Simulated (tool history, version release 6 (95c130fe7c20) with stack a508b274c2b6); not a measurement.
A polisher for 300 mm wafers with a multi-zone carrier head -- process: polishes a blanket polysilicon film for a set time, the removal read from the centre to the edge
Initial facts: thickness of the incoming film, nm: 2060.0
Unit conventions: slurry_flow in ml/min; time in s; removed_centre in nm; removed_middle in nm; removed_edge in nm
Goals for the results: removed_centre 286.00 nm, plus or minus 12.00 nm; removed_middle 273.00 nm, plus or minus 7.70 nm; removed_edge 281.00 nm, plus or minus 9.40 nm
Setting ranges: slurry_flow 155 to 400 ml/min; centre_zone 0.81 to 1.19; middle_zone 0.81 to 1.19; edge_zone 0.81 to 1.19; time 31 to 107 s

| run | hour | slurry_flow | centre_zone | middle_zone | edge_zone | time | removed_centre | removed_middle | removed_edge |
|---|---|---|---|---|---|---|---|---|---|
| 1 | 0.0 | 255 | 1.00 | 1.00 | 1.00 | 69 | 395.11 | 407.32 | 395.83 |
| 2 | 8.4 | 255 | 1.00 | 0.99 | 0.99 | 67 | 386.21 | 390.44 | 385.20 |
| 3 | 16.7 | 255 | 1.00 | 0.98 | 0.98 | 65 | 364.38 | 376.36 | 366.43 |
| 4 | 20.6 | 250 | 1.00 | 0.96 | 0.97 | 64 | 365.49 | 363.39 | 355.04 |
| 5 | 22.8 | 245 | 0.99 | 0.94 | 0.97 | 63 | 352.69 | 350.33 | 351.59 |
| 6 | 25.8 | 240 | 0.98 | 0.93 | 0.96 | 62 | 350.71 | 338.72 | 349.91 |
| 7 | 34.1 | 240 | 0.98 | 0.93 | 0.95 | 61 | 347.57 | 334.88 | 337.96 |
| 8 | 41.0 | 240 | 0.97 | 0.92 | 0.94 | 60 | 330.14 | 322.53 | 324.47 |

Consider the 4 candidate settings below. Which is the only one whose results all fall within their allowed miss of target?
| A | 47.9 | 285 | 0.99 | 0.90 | 0.94 | 50 | ? | ? | ? |
| B | 47.9 | 175 | 0.97 | 0.89 | 0.89 | 57 | ? | ? | ? |
| C | 47.9 | 265 | 0.92 | 0.87 | 1.01 | 54 | ? | ? | ? |
| D | 47.9 | 240 | 1.01 | 0.91 | 0.95 | 67 | ? | ? | ? |

| move | removed_centre | removed_middle | removed_edge |
|---|---|---|---|
| A | 284.06 | 269.70 | 279.40 |
| B | 304.92 | 292.79 | 301.46 |
| C | 287.87 | 281.71 | 311.08 |
| D | 381.05 | 359.86 | 372.42 |
A: all results land within tolerance of their targets
B: moves toward the targets from the last run without getting all of them in spec
C: moves toward the targets from the last run without getting all of them in spec
D: its largest miss is bigger than the last run's
So the answer is move A, the one that meets all the targets.
